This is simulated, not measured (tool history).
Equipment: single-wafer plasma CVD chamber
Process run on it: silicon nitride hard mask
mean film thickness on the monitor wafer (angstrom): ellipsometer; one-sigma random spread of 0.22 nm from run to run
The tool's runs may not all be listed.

run  hour  heater temperature setpoint (K)  chamber pressure (Torr)  RF power (kW)  deposition time (s)  mean film thickness on the monitor wafer (angstrom)
  1     0                           693.15                     1.76          0.355                 44.5                                               602.45
  2     1                           693.15                     1.69          0.345                 44.4                                               573.43
  3   5.8                           693.15                     1.69          0.345                 42.4                                               549.48
  4  11.3                           693.15                     1.43          0.345                 42.4                                               508.26
  5  14.2                           693.15                     1.43          0.345                 42.4                                                503.9
  6  19.8                           693.15                     1.41          0.345                 42.4                                               504.11
  7  22.6                           693.15                     1.39          0.345                 42.4                                               498.92
  8  25.4                           693.15                     1.37          0.345                 42.4                                               497.66
  9  29.8                           693.15                     1.35          0.345                 42.4                                               490.34
 10  31.9                           693.15                     1.34          0.345                 42.4                                               488.01
 11  38.7                           693.15                     1.33          0.345                 42.4                                               483.77
 12  42.8                           693.15                      1.2           0.34                 42.4                                                  453
 13  45.4                           693.15                     1.35           0.34                 42.4                                               487.25
 14  52.1                           693.15                     1.34           0.34                 42.4                                               483.11
 15    54                           693.15                     1.22          0.335                 42.4                                               446.25
 16  57.7                           693.15                     1.24          0.335                 42.4                                               454.81
 17  65.6                           693.15                     1.25          0.335                 42.4                                               457.21
 18  71.1                           693.15                     1.26          0.335                 42.4                                               460.91

What will run 19 give?
 19  71.8                           693.15                     1.27          0.335                 42.4                                                    ?

Run 19 came out at mean film thickness on the monitor wafer (angstrom) 461.5.
